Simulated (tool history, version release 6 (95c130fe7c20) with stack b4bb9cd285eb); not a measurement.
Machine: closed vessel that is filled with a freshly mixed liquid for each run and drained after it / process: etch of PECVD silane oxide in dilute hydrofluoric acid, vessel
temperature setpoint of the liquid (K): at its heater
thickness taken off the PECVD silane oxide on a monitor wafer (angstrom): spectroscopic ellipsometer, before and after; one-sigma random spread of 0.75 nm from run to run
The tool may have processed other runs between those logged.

run,hour,temperature setpoint of the liquid (K),parts of water to one part of 49 % hydrofluoric acid (parts by volume),time in the liquid (s),thickness taken off the PECVD silane oxide on a monitor wafer (angstrom)
1,0.0,295.15,65,100,799.95
2,4.6,295.15,45,100,1184.10
3,12.7,293.65,45,100,1127.10
4,21.2,295.15,45,100,1156.90
5,29.1,298.15,45,100,1318.70
6,32.0,298.15,65,100,911.97
7,37.7,297.65,65,100,881.30
8,43.0,297.15,65,100,870.24
# hour 46.3: hydrofluoric acid flow meter replaced
9,46.3,296.65,65,100,763.79
10,49.3,297.15,65,100,765.35

Expected results for the next run?
11,52.9,297.65,65,100,?

Logged for run 11: thickness taken off the PECVD silane oxide on a monitor wafer (angstrom) 783.82.

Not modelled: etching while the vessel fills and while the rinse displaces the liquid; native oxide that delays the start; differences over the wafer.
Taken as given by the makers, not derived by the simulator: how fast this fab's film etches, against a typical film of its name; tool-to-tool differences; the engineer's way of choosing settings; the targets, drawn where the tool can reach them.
